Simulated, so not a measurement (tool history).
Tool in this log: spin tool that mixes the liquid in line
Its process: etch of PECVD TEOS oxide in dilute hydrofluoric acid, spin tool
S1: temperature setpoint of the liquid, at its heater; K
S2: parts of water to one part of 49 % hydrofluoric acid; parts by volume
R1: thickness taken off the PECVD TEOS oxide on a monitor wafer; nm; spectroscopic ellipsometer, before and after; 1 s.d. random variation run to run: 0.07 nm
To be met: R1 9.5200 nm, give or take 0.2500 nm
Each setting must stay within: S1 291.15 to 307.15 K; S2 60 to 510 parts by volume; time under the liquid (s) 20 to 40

run 1 hour=0.0 | S1=299.15 S2=285 time_under_the_liquid_(s)=40 | R1=3.7915
run 2 hour=8.3 | S1=299.15 S2=285 time_under_the_liquid_(s)=40 | R1=3.7826
run 3 hour=16.7 | S1=299.15 S2=285 time_under_the_liquid_(s)=40 | R1=3.8148
run 4 hour=17.4 | S1=299.15 S2=285 time_under_the_liquid_(s)=40 | R1=3.7988
run 5 hour=24.2 | S1=296.15 S2=285 time_under_the_liquid_(s)=40 | R1=3.4123
run 6 hour=32.6 | S1=299.15 S2=240 time_under_the_liquid_(s)=40 | R1=4.7028
run 7 hour=34.0 | S1=301.15 S2=210 time_under_the_liquid_(s)=40 | R1=6.0037
run 8 hour=36.8 | S1=302.65 S2=195 time_under_the_liquid_(s)=40 | R1=6.9596
run 9 hour=44.3 | S1=304.15 S2=190 time_under_the_liquid_(s)=40 | R1=7.5225
run 10 hour=52.1 | S1=305.15 S2=185 time_under_the_liquid_(s)=40 | R1=8.1410
run 11 hour=59.8 | S1=305.65 S2=180 time_under_the_liquid_(s)=40 | R1=8.4328
run 12 hour=66.7 | S1=307.15 S2=160 time_under_the_liquid_(s)=40 | R1=10.2070
run 13 hour=72.8 | S1=307.15 S2=160 time_under_the_liquid_(s)=40 | R1=10.3430

Consider the 5 candidate settings below. Which is the only one whose results all fall within their allowed miss of target?
run A hour=78.9 | S1=302.15 S2=140 time_under_the_liquid_(s)=40 | R1=?
run B hour=78.9 | S1=304.65 S2=150 time_under_the_liquid_(s)=40 | R1=?
run C hour=78.9 | S1=307.15 S2=170 time_under_the_liquid_(s)=40 | R1=?
run D hour=78.9 | S1=305.15 S2=155 time_under_the_liquid_(s)=40 | R1=?
run E hour=78.9 | S1=307.15 S2=165 time_under_the_liquid_(s)=40 | R1=?

move=A R1=10.2010
move=B R1=10.2800
move=C R1=9.6230
move=D R1=10.0570
move=E R1=9.9839
A: better than the last run, though not everything is in spec
B: better than the last run, though not everything is in spec
C: every result within its allowed miss
D: better than the last run, though not everything is in spec
E: better than the last run, though not everything is in spec
Move C is the one to make.

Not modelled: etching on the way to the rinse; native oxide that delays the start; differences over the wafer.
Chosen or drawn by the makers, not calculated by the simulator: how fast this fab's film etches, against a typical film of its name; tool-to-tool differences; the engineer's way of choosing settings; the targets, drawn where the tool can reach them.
